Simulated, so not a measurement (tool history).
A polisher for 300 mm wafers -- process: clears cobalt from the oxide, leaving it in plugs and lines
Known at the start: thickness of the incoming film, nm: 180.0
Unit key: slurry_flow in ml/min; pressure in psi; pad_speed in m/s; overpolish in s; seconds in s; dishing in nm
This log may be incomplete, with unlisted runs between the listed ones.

run  hour  slurry_flow  pressure  pad_speed  overpolish  seconds  dishing
  1   0.0          185       1.8       0.86          17   54.676   22.431
  2   3.0          155       1.8       0.86          17   56.858   22.344
  3   9.6          185       1.8       0.86          17   56.079   21.403
  4  13.2          185       1.8       0.74          17   66.582   20.994
  5  21.6          185       2.1       0.74          17   56.809   21.209
  6  25.5          185       2.1       0.94          17   43.035   22.757
  7  26.1          185       1.7       0.82          14   63.132   20.154
  8  26.7          180       1.2       0.70          11  101.930   13.891

The next listed run, before its measurement:
  9  27.3          175       1.0       0.62          19        ?        ?

{"run 9": {"seconds": 135.96, "dishing": 16.52}}

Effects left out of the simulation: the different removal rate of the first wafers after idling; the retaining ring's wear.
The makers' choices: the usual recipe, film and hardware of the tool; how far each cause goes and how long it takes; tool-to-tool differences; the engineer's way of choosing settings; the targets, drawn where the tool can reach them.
